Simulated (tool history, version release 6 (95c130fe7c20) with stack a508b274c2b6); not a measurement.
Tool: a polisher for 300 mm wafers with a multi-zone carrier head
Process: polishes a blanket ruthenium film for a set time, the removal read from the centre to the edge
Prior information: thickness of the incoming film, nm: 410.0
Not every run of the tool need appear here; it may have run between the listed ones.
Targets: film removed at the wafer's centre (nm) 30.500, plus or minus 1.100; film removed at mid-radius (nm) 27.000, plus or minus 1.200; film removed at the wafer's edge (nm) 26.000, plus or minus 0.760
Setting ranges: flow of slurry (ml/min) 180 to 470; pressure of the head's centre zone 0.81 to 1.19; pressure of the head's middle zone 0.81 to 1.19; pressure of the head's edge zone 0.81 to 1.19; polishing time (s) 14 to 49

run,hour,flow of slurry (ml/min),pressure of the head's centre zone,pressure of the head's middle zone,pressure of the head's edge zone,polishing time (s),film removed at the wafer's centre (nm),film removed at mid-radius (nm),film removed at the wafer's edge (nm)
1,0.0,300,1.00,1.00,1.00,31,26.886,30.894,30.451
2,1.7,300,1.06,0.98,0.94,30,27.881,29.629,28.715
3,6.0,300,1.06,0.98,0.94,23,21.222,22.761,21.948
4,13.1,300,1.06,0.98,0.97,23,21.202,22.341,22.051
5,14.5,300,1.06,1.03,0.97,23,21.732,23.349,22.256
6,22.0,300,1.06,1.03,0.97,18,16.238,18.498,17.464
7,24.5,315,1.10,1.02,0.96,21,20.007,21.515,20.480
8,29.7,315,1.10,1.02,0.96,21,20.755,21.548,20.634
9,35.2,345,1.13,1.01,0.94,22,22.375,22.207,21.390
10,38.0,360,1.15,1.00,0.92,24,24.600,24.618,22.835
11,42.2,360,1.16,0.96,0.90,25,25.419,24.602,23.882
12,49.3,395,1.17,0.94,0.87,26,26.966,25.432,24.370
13,50.3,420,1.18,0.92,0.85,27,28.422,25.974,25.151
14,54.8,435,1.18,0.91,0.84,27,28.356,25.864,25.207
15,57.2,445,1.18,0.91,0.83,27,28.790,25.287,25.195
16,60.0,445,1.18,0.92,0.82,27,28.814,25.902,25.035
17,60.6,450,1.18,0.92,0.82,27,29.407,26.290,25.306
18,65.7,455,1.18,0.92,0.82,27,28.911,25.955,25.127
19,70.2,455,1.18,0.92,0.82,27,29.037,26.247,24.831
20,77.7,455,1.18,0.91,0.82,27,28.352,25.469,24.678
# hour 81.5: centre zone pressure recalibrated
21,81.5,470,1.19,0.91,0.81,29,34.349,28.102,26.770
22,89.6,450,1.19,0.91,0.81,29,33.539,27.363,26.549
23,92.8,450,1.18,0.91,0.81,29,33.056,28.105,26.794
24,94.7,450,1.18,0.91,0.81,29,33.913,27.480,26.764
25,102.5,455,1.17,0.91,0.82,29,33.395,28.136,26.683
26,103.3,435,1.16,0.91,0.83,29,33.532,27.962,26.959

Exactly one of the 5 candidate moves below puts every result within its allowed miss. Which one?
A,104.1,455,1.14,1.13,0.86,27,?,?,?
B,104.1,460,1.16,0.95,0.88,27,?,?,?
C,104.1,460,1.19,0.88,0.98,27,?,?,?
D,104.1,470,1.15,0.97,1.05,28,?,?,?
E,104.1,470,1.18,1.08,1.12,27,?,?,?

move,film removed at the wafer's centre (nm),film removed at mid-radius (nm),film removed at the wafer's edge (nm)
A,30.484,30.235,25.479
B,31.012,26.530,25.815
C,31.806,25.074,27.165
D,31.935,27.975,29.133
E,31.624,29.246,28.980
A: brings the result that was furthest off to its target, and leaves another outside
B: each result inside its tolerance
C: better than the last run, though not everything is in spec
D: the biggest miss grows against the last run
E: the biggest miss grows against the last run
The right move is B.
